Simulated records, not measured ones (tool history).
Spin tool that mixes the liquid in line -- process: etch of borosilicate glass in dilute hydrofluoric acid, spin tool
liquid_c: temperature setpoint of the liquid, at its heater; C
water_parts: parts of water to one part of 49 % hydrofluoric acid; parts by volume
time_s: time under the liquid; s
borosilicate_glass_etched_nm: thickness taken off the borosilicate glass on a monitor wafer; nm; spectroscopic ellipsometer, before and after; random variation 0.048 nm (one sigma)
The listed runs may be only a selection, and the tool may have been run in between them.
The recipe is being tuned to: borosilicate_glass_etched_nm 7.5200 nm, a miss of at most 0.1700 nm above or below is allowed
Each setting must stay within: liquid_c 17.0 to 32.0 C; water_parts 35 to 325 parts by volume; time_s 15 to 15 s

run	hour	liquid_c	water_parts	time_s	borosilicate_glass_etched_nm
1	0.0	24.0	180	15	2.9931
2	0.8	26.5	150	15	4.0350
3	3.4	28.0	130	15	5.0592
4	7.3	28.0	150	15	4.2843
5	13.3	29.0	130	15	5.2472
6	16.2	29.0	180	15	3.5274
7	20.3	30.0	155	15	4.4146
8	28.9	30.5	135	15	5.2833
9	31.9	31.0	125	15	5.9320
10	35.7	31.5	115	15	6.6987
11	39.7	31.5	110	15	6.9623

Which one of the following 4 next-run settings gets every result inside its allowed miss? There is exactly one.
A	43.7	29.0	95	15	?
B	43.7	32.0	120	15	?
C	43.7	30.0	105	15	?
D	43.7	32.0	110	15	?

move	borosilicate_glass_etched_nm
A	7.5713
B	6.4666
C	7.0145
D	7.1571
A: every result within its allowed miss
B: further off than the last run
C: nearer than the last run, and not there yet
D: nearer than the last run, and not there yet
A meets every target.

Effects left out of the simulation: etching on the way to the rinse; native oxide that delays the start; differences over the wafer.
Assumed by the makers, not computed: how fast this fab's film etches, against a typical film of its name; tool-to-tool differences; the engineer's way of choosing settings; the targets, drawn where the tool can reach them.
